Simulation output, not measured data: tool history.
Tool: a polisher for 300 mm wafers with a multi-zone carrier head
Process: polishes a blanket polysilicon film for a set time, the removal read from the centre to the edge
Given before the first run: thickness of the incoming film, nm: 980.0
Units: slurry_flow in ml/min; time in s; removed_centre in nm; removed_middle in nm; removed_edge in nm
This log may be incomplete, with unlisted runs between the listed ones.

| run | hour | slurry_flow | centre_zone | middle_zone | edge_zone | time | removed_centre | removed_middle | removed_edge |
|---|---|---|---|---|---|---|---|---|---|
| 1 | 0.0 | 305 | 1.00 | 1.00 | 1.00 | 34 | 404.28 | 394.08 | 399.71 |
| 2 | 7.0 | 305 | 1.00 | 1.08 | 1.00 | 34 | 406.31 | 422.59 | 397.89 |
| 3 | 11.5 | 305 | 1.00 | 1.08 | 1.00 | 37 | 438.65 | 461.87 | 438.48 |
| 4 | 19.5 | 305 | 1.04 | 1.08 | 1.00 | 37 | 458.25 | 460.02 | 430.86 |
| 5 | 23.9 | 370 | 1.04 | 1.08 | 1.00 | 37 | 468.48 | 460.47 | 438.39 |
| 6 | 32.3 | 370 | 1.05 | 1.08 | 0.96 | 33 | 419.27 | 413.59 | 377.20 |
| 7 | 40.9 | 375 | 1.05 | 1.06 | 0.93 | 30 | 377.83 | 370.88 | 342.27 |
| 8 | 43.4 | 375 | 1.07 | 1.06 | 0.90 | 28 | 361.91 | 348.54 | 304.49 |
| 9 | 50.6 | 360 | 1.06 | 1.03 | 0.87 | 27 | 346.45 | 329.69 | 298.58 |

Forecast run 10:
| 10 | 59.4 | 360 | 1.07 | 1.03 | 0.85 | 26 | ? | ? | ? |

Logged for run 10: removed_centre 340.16 nm, removed_middle 313.92 nm, removed_edge 288.18 nm.

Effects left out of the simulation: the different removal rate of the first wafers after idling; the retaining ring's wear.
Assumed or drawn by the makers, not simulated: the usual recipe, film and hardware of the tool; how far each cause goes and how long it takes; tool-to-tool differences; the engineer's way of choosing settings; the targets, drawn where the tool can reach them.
